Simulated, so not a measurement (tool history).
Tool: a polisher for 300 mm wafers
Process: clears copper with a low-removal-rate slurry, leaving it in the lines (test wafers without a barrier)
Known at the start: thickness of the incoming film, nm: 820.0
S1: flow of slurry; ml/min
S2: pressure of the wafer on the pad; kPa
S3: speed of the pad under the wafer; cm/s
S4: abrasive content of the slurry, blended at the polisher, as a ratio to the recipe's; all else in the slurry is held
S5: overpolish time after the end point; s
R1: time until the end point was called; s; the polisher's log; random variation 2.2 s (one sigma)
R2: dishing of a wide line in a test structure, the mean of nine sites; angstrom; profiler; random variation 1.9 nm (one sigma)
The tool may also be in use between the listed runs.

run  hour   S1    S2   S3  S4  S5      R1      R2
  1     0  120  23.4  140   1  18  171.17  564.89
  2   4.7  145  23.4  140   1  18   167.8  590.22
  3   5.7  170  23.4  140   1  18   165.1  588.58
  4    12  150  23.4  140   1  18  161.23  575.89
  5  20.2  150  23.4  108   1  18  217.28  485.25
  6    24  120  23.4  108   1  18  220.87  467.06
  7  29.8  120  25.5  112   1  20  200.14  533.14
  8  34.9  120  26.9  118   1  22  191.13  631.81
  9  41.2  120  26.9  118   1  22  190.21  639.08
 10  43.9  120    29  124   1  23  166.28  702.61
 11  46.3  125  35.9  132   1  30  136.45  981.17
 12  49.6  125  35.9  136   1  30  131.88  1008.6

The next listed run, before its measurement:
 13    58  125  35.9  138   1  30   ?   ?

R1: 130.48 s
R2: 1025.6 angstrom
